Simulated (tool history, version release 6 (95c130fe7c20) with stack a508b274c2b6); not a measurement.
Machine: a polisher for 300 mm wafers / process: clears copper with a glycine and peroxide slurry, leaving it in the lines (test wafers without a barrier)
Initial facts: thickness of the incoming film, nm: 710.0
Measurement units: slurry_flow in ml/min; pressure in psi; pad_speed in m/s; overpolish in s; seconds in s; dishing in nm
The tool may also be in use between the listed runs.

{"run": 1, "day": 0.0, "slurry_flow": 255, "pressure": 3, "pad_speed": 0.92, "overpolish": 26, "seconds": 108.62, "dishing": 82.181}
{"run": 2, "day": 0.121, "slurry_flow": 225, "pressure": 2.5, "pad_speed": 1.04, "overpolish": 20, "seconds": 112.53, "dishing": 65.247}
{"run": 3, "day": 0.312, "slurry_flow": 205, "pressure": 2.1, "pad_speed": 1.14, "overpolish": 16, "seconds": 122.08, "dishing": 52.527}
{"run": 4, "day": 0.588, "slurry_flow": 190, "pressure": 1.9, "pad_speed": 1.24, "overpolish": 13, "seconds": 124.55, "dishing": 44.763}
{"run": 5, "day": 0.712, "slurry_flow": 190, "pressure": 1.9, "pad_speed": 1.24, "overpolish": 23, "seconds": 122.82, "dishing": 66.198}
{"run": 6, "day": 0.992, "slurry_flow": 220, "pressure": 1.7, "pad_speed": 1.3, "overpolish": 18, "seconds": 130.1, "dishing": 54.252}
{"run": 7, "day": 1.229, "slurry_flow": 200, "pressure": 1.7, "pad_speed": 1.34, "overpolish": 15, "seconds": 129.22, "dishing": 48.092}

Run 8 is up next; what results do you expect?
{"run": 8, "day": 1.383, "slurry_flow": 185, "pressure": 1.8, "pad_speed": 1.38, "overpolish": 13, "seconds": "?", "dishing": "?"}

{"run 8": {"seconds": 119.54, "dishing": 44.972}}
